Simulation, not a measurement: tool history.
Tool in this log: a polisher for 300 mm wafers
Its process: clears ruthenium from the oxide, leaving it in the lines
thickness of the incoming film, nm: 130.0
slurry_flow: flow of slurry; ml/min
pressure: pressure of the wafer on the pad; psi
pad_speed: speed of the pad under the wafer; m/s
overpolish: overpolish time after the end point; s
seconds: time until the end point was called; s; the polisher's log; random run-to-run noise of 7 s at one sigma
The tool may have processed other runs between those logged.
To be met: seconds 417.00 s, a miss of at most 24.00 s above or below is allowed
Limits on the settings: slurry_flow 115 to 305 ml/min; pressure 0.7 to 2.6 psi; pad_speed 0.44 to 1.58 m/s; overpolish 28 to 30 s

{"run": 1, "day": 0.0, "slurry_flow": 195, "pressure": 1.6, "pad_speed": 1.0, "overpolish": 28, "seconds": 123.43}
{"run": 2, "day": 0.225, "slurry_flow": 195, "pressure": 1.6, "pad_speed": 0.88, "overpolish": 28, "seconds": 146.59}
{"run": 3, "day": 0.504, "slurry_flow": 195, "pressure": 1.6, "pad_speed": 0.88, "overpolish": 30, "seconds": 141.9}
{"run": 4, "day": 0.533, "slurry_flow": 195, "pressure": 1.4, "pad_speed": 0.78, "overpolish": 30, "seconds": 188.69}
{"run": 5, "day": 0.821, "slurry_flow": 195, "pressure": 1.2, "pad_speed": 0.72, "overpolish": 30, "seconds": 233.51}
{"run": 6, "day": 0.904, "slurry_flow": 195, "pressure": 1.2, "pad_speed": 0.88, "overpolish": 30, "seconds": 192.39}
{"run": 7, "day": 1.2, "slurry_flow": 195, "pressure": 1.1, "pad_speed": 0.8, "overpolish": 30, "seconds": 228.0}
{"run": 8, "day": 1.438, "slurry_flow": 195, "pressure": 1.0, "pad_speed": 0.74, "overpolish": 30, "seconds": 268.41}
{"run": 9, "day": 1.671, "slurry_flow": 195, "pressure": 0.9, "pad_speed": 0.7, "overpolish": 30, "seconds": 316.35}
{"run": 10, "day": 1.733, "slurry_flow": 195, "pressure": 0.9, "pad_speed": 0.68, "overpolish": 30, "seconds": 320.66}
{"run": 11, "day": 1.875, "slurry_flow": 190, "pressure": 0.7, "pad_speed": 0.52, "overpolish": 30, "seconds": 542.1}
{"run": 12, "day": 2.05, "slurry_flow": 215, "pressure": 1.0, "pad_speed": 0.52, "overpolish": 30, "seconds": 371.94}
{"run": 13, "day": 2.338, "slurry_flow": 210, "pressure": 1.0, "pad_speed": 0.52, "overpolish": 30, "seconds": 371.68}
{"run": 14, "day": 2.421, "slurry_flow": 210, "pressure": 1.0, "pad_speed": 0.52, "overpolish": 30, "seconds": 371.44}
{"run": 15, "day": 2.608, "slurry_flow": 210, "pressure": 0.8, "pad_speed": 0.5, "overpolish": 30, "seconds": 482.35}
{"run": 16, "day": 2.738, "slurry_flow": 210, "pressure": 1.0, "pad_speed": 0.5, "overpolish": 30, "seconds": 378.94}
{"run": 17, "day": 2.833, "slurry_flow": 205, "pressure": 1.0, "pad_speed": 0.5, "overpolish": 30, "seconds": 388.05}
{"run": 18, "day": 3.008, "slurry_flow": 200, "pressure": 1.0, "pad_speed": 0.5, "overpolish": 30, "seconds": 390.86}
{"run": 19, "day": 3.275, "slurry_flow": 195, "pressure": 1.0, "pad_speed": 0.5, "overpolish": 30, "seconds": 402.1}
{"run": 20, "day": 3.571, "slurry_flow": 190, "pressure": 1.0, "pad_speed": 0.5, "overpolish": 30, "seconds": 389.83}

5 candidate next runs follow, results not yet known. Just one meets every target within its allowed miss. Identify it.
{"run": "A", "day": 3.867, "slurry_flow": 200, "pressure": 1.1, "pad_speed": 0.48, "overpolish": 28, "seconds": "?"}
{"run": "B", "day": 3.867, "slurry_flow": 195, "pressure": 0.9, "pad_speed": 0.52, "overpolish": 30, "seconds": "?"}
{"run": "C", "day": 3.867, "slurry_flow": 175, "pressure": 1.1, "pad_speed": 0.5, "overpolish": 30, "seconds": "?"}
{"run": "D", "day": 3.867, "slurry_flow": 120, "pressure": 1.0, "pad_speed": 0.66, "overpolish": 28, "seconds": "?"}
{"run": "E", "day": 3.867, "slurry_flow": 180, "pressure": 1.0, "pad_speed": 0.58, "overpolish": 28, "seconds": "?"}

move=A seconds=382.57
move=B seconds=431.14
move=C seconds=376.00
move=D seconds=343.06
move=E seconds=356.21
A: further off than the last run
B: every result within its allowed miss
C: further off than the last run
D: further off than the last run
E: further off than the last run
Answer: B

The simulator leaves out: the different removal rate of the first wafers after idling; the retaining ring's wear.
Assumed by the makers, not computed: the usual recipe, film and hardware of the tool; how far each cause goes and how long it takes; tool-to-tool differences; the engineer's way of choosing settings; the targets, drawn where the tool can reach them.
